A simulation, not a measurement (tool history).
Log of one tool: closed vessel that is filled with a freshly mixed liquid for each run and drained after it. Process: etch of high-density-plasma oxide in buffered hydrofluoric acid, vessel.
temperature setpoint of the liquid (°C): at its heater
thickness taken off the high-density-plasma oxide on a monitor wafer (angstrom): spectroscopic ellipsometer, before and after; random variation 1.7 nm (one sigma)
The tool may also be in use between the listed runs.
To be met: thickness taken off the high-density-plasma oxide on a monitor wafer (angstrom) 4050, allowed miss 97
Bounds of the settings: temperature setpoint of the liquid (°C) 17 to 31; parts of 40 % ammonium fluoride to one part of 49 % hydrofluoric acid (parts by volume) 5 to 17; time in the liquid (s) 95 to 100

run	hour	temperature setpoint of the liquid (°C)	parts of 40 % ammonium fluoride to one part of 49 % hydrofluoric acid (parts by volume)	time in the liquid (s)	thickness taken off the high-density-plasma oxide on a monitor wafer (angstrom)
1	0	23	10.5	95	2438.1
2	0.9	23	10.5	95	2421.5
3	6.4	23	10.5	100	2550.5
4	14.5	25	10.5	100	2843.9
5	16.4	26.5	10	100	3243.9
6	25.3	26.5	9	100	3460.3
7	29	27	9	100	3560.3
8	31.6	27.5	9	100	3655.7

Which of these 5 next moves meets every target?
A	34.2	24.5	7	95	?
B	34.2	26	9.5	95	?
C	34.2	27.5	7.5	95	?
D	34.2	27	8	100	?
E	34.2	26.5	9	95	?

move	thickness taken off the high-density-plasma oxide on a monitor wafer (angstrom)
A	3882.8
B	3101
C	4234.9
D	4048.1
E	3295.4
A: nearer than the last run, and not there yet
B: further off than the last run
C: takes the result that was furthest off past its target
D: meets every target
E: further off than the last run
Answer: D
